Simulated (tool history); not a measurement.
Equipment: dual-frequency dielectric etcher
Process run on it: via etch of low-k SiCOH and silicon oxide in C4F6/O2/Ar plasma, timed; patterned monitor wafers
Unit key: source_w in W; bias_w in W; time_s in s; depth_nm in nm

run,hour,source_w,bias_w,time_s,depth_nm
1,0.0,450,231,103.5,331.56
2,8.7,450,231,103.5,329.53
3,11.4,450,257,103.5,341.13
4,17.1,400,257,103.5,328.05
5,22.5,400,274,103.5,328.95
6,27.1,460,274,103.5,359.76

Predict the results of run 7:
7,28.8,420,258,103.5,?

depth_nm: 332.94 nm
